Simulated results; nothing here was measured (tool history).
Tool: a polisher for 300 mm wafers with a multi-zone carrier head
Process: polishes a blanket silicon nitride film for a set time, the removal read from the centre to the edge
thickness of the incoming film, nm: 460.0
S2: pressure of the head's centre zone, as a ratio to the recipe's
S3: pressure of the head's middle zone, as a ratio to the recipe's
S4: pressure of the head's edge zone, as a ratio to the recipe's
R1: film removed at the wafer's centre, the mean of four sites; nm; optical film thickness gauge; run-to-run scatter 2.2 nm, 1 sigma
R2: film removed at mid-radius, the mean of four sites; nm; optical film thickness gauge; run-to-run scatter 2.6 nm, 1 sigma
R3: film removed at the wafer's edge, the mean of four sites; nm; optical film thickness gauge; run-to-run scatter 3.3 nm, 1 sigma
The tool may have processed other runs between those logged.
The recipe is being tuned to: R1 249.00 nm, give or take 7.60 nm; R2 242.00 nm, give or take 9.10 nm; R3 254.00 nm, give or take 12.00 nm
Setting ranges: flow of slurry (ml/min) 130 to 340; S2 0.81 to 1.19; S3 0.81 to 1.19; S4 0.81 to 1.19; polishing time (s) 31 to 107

{"run": 1, "day": 0.0, "flow of slurry (ml/min)": 220, "S2": 1.0, "S3": 1.0, "S4": 1.0, "polishing time (s)": 69, "R1": 170.36, "R2": 177.76, "R3": 175.85}
{"run": 2, "day": 0.142, "flow of slurry (ml/min)": 225, "S2": 1.03, "S3": 1.01, "S4": 1.05, "polishing time (s)": 75, "R1": 192.35, "R2": 195.17, "R3": 198.02}
{"run": 3, "day": 0.254, "flow of slurry (ml/min)": 230, "S2": 1.05, "S3": 1.02, "S4": 1.09, "polishing time (s)": 79, "R1": 209.64, "R2": 205.54, "R3": 208.02}
{"run": 4, "day": 0.412, "flow of slurry (ml/min)": 230, "S2": 1.05, "S3": 1.07, "S4": 1.09, "polishing time (s)": 79, "R1": 209.36, "R2": 214.43, "R3": 211.25}
{"run": 5, "day": 0.458, "flow of slurry (ml/min)": 230, "S2": 1.05, "S3": 1.06, "S4": 1.12, "polishing time (s)": 83, "R1": 221.88, "R2": 224.89, "R3": 221.06}
{"run": 6, "day": 0.679, "flow of slurry (ml/min)": 230, "S2": 1.01, "S3": 1.06, "S4": 1.12, "polishing time (s)": 83, "R1": 212.77, "R2": 220.83, "R3": 220.63}
{"run": 7, "day": 1.033, "flow of slurry (ml/min)": 235, "S2": 1.02, "S3": 1.05, "S4": 1.14, "polishing time (s)": 86, "R1": 223.44, "R2": 234.49, "R3": 232.91}
{"run": 8, "day": 1.296, "flow of slurry (ml/min)": 235, "S2": 1.02, "S3": 1.05, "S4": 1.14, "polishing time (s)": 86, "R1": 221.69, "R2": 231.54, "R3": 234.47}
{"run": 9, "day": 1.525, "flow of slurry (ml/min)": 245, "S2": 1.04, "S3": 1.04, "S4": 1.16, "polishing time (s)": 87, "R1": 231.49, "R2": 236.27, "R3": 239.17}
{"run": 10, "day": 1.85, "flow of slurry (ml/min)": 250, "S2": 1.05, "S3": 1.03, "S4": 1.17, "polishing time (s)": 88, "R1": 234.99, "R2": 235.9, "R3": 248.29}

Of the 5 settings listed for the next run, only one would bring every result within its allowed miss of target. Which one?
{"run": "A", "day": 2.175, "flow of slurry (ml/min)": 130, "S2": 1.1, "S3": 1.02, "S4": 1.09, "polishing time (s)": 103, "R1": "?", "R2": "?", "R3": "?"}
{"run": "B", "day": 2.175, "flow of slurry (ml/min)": 215, "S2": 1.12, "S3": 0.99, "S4": 1.11, "polishing time (s)": 87, "R1": "?", "R2": "?", "R3": "?"}
{"run": "C", "day": 2.175, "flow of slurry (ml/min)": 210, "S2": 1.15, "S3": 1.05, "S4": 1.17, "polishing time (s)": 85, "R1": "?", "R2": "?", "R3": "?"}
{"run": "D", "day": 2.175, "flow of slurry (ml/min)": 265, "S2": 1.0, "S3": 0.97, "S4": 1.1, "polishing time (s)": 86, "R1": "?", "R2": "?", "R3": "?"}
{"run": "E", "day": 2.175, "flow of slurry (ml/min)": 325, "S2": 1.17, "S3": 0.92, "S4": 1.17, "polishing time (s)": 89, "R1": "?", "R2": "?", "R3": "?"}

move=A R1=244.23 R2=239.38 R3=253.74
move=B R1=234.73 R2=219.11 R3=233.08
move=C R1=232.96 R2=222.94 R3=233.19
move=D R1=220.61 R2=219.37 R3=234.21
move=E R1=261.63 R2=222.84 R3=254.43
A: meets every target
B: further off than the last run
C: further off than the last run
D: further off than the last run
E: takes the result that was furthest off past its target
The move that meets every target is A.
